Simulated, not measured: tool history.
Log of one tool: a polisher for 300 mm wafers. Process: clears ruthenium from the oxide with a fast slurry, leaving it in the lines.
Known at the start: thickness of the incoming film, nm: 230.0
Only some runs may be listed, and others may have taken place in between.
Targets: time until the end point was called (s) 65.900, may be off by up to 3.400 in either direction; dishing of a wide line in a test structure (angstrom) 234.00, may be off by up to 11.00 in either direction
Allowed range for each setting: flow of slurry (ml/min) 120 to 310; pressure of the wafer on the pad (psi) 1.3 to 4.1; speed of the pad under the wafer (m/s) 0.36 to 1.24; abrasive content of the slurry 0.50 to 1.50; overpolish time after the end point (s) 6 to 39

run,day,flow of slurry (ml/min),pressure of the wafer on the pad (psi),speed of the pad under the wafer (m/s),abrasive content of the slurry,overpolish time after the end point (s),time until the end point was called (s),dishing of a wide line in a test structure (angstrom)
1,0.000,200,2.7,0.80,1.00,20,82.068,437.82
2,0.154,200,2.7,0.80,1.00,18,82.299,398.69
3,0.529,200,2.8,0.80,1.00,16,80.415,370.19
4,0.858,200,2.9,0.80,1.00,14,76.815,335.23
5,1.058,200,2.9,0.80,0.85,14,86.864,316.68
6,1.379,185,3.0,0.78,0.95,13,78.584,308.48
7,1.683,180,3.1,0.78,0.95,12,76.485,300.98
8,1.938,175,3.2,0.78,0.95,11,73.005,276.33
9,2.117,175,3.2,0.78,0.95,11,75.515,269.01
10,2.392,170,3.3,0.78,0.95,11,72.964,278.74
11,2.583,165,3.4,0.78,0.95,10,71.901,262.98
12,2.871,160,3.5,0.78,0.95,10,69.444,269.28
13,3.158,150,3.6,0.76,0.95,8,71.676,213.43
14,3.400,155,3.6,0.76,0.95,8,71.506,216.24
15,3.762,160,3.6,0.76,0.95,8,69.628,220.03

Exactly one of the 4 candidate moves below puts every result within its allowed miss. Which one?
A,4.125,145,3.3,0.84,0.85,9,?,?
B,4.125,120,3.9,0.68,1.00,8,?,?
C,4.125,215,4.0,0.66,1.05,8,?,?
D,4.125,150,4.1,0.60,0.95,9,?,?

move,time until the end point was called (s),dishing of a wide line in a test structure (angstrom)
A,74.665,231.25
B,75.188,205.76
C,66.088,232.17
D,78.581,220.47
A: gets the furthest-off result to its target, but another result is out of tolerance
B: lands further from the targets than the last run did
C: hits every target within its allowed miss
D: lands further from the targets than the last run did
C is the move that brings every result within its allowed miss.

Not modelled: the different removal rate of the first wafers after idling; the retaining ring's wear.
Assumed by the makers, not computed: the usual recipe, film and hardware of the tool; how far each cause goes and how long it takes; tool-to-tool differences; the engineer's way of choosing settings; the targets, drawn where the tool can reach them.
